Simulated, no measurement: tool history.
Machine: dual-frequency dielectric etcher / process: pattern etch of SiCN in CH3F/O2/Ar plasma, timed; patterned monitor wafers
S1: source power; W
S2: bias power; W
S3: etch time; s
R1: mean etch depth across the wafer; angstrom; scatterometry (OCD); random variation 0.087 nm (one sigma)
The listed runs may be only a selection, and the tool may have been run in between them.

{"run": 1, "hour": 0.0, "S1": 420, "S2": 70, "S3": 37.5, "R1": 160.48}
{"run": 2, "hour": 6.4, "S1": 420, "S2": 70, "S3": 35, "R1": 153.64}
{"run": 3, "hour": 12.6, "S1": 420, "S2": 70, "S3": 35, "R1": 153.16}
{"run": 4, "hour": 20.3, "S1": 420, "S2": 70, "S3": 37.5, "R1": 163.79}
{"run": 5, "hour": 22.1, "S1": 400, "S2": 68, "S3": 37.5, "R1": 156.42}
{"run": 6, "hour": 23.1, "S1": 400, "S2": 68, "S3": 37.5, "R1": 156.68}
{"run": 7, "hour": 25.3, "S1": 320, "S2": 55, "S3": 36.5, "R1": 119.09}
{"run": 8, "hour": 31.8, "S1": 330, "S2": 55, "S3": 36.5, "R1": 119.07}
{"run": 9, "hour": 32.5, "S1": 410, "S2": 63, "S3": 37, "R1": 152.15}
{"run": 10, "hour": 39.2, "S1": 400, "S2": 63, "S3": 37, "R1": 148.32}
{"run": 11, "hour": 43.5, "S1": 390, "S2": 63, "S3": 37, "R1": 148.06}
{"run": 12, "hour": 48.7, "S1": 310, "S2": 55, "S3": 36.5, "R1": 116.19}
{"run": 13, "hour": 50.8, "S1": 320, "S2": 55, "S3": 36.5, "R1": 118.75}

Estimate the outcome of run 14 from the log above:
{"run": 14, "hour": 53.9, "S1": 330, "S2": 55, "S3": 36.5, "R1": "?"}

{"run 14": {"R1": 121.25}}
